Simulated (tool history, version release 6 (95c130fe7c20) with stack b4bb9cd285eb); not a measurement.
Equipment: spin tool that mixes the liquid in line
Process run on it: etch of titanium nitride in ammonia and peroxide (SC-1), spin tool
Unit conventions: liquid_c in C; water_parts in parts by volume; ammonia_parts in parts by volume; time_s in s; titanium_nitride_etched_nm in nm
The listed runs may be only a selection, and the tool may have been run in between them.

run	hour	liquid_c	water_parts	ammonia_parts	time_s	titanium_nitride_etched_nm
1	0	59	9.5	0.45	75	7.9229
2	3	63	9.5	0.45	75	10.181
3	9.1	61	9.5	0.45	75	8.96
4	9.9	59	9.5	0.45	75	7.9079
5	10.8	59	9.5	0.35	75	7.5321
6	14.4	57.5	9.5	0.35	75	6.7495
7	20.6	56.5	9.5	0.35	75	6.4821

For run 8, what comes out?
8	21.6	49	9.5	0.35	75	?

Run 8 yielded titanium_nitride_etched_nm 3.7823 nm.

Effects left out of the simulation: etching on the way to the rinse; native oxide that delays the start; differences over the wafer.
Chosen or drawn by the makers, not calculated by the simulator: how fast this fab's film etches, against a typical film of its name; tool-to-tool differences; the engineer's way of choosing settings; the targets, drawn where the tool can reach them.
